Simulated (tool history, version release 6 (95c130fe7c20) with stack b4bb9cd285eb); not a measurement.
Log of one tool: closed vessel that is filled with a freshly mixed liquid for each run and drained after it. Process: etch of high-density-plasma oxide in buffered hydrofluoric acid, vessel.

run  hour  temperature setpoint of the liquid (K)  parts of 40 % ammonium fluoride to one part of 49 % hydrofluoric acid (parts by volume)  time in the liquid (s)  thickness taken off the high-density-plasma oxide on a monitor wafer (angstrom)
  1     0                                  297.15                                                                                     23.5                      30                                                                           170.73
  2   5.9                                  295.65                                                                                     23.5                      30                                                                           156.57
  3   9.9                                  292.65                                                                                     23.5                      30                                                                            131.5
  4    11                                  296.15                                                                                     21.5                      30                                                                           171.18
  5  18.3                                  293.15                                                                                     21.5                      30                                                                           144.02
  6  19.3                                  296.15                                                                                       20                      30                                                                           174.17

The next listed run, before its measurement:
  7  24.5                                  300.15                                                                                     12.5                      30                                                                                ?

{"run 7": {"thickness taken off the high-density-plasma oxide on a monitor wafer (angstrom)": 351.52}}
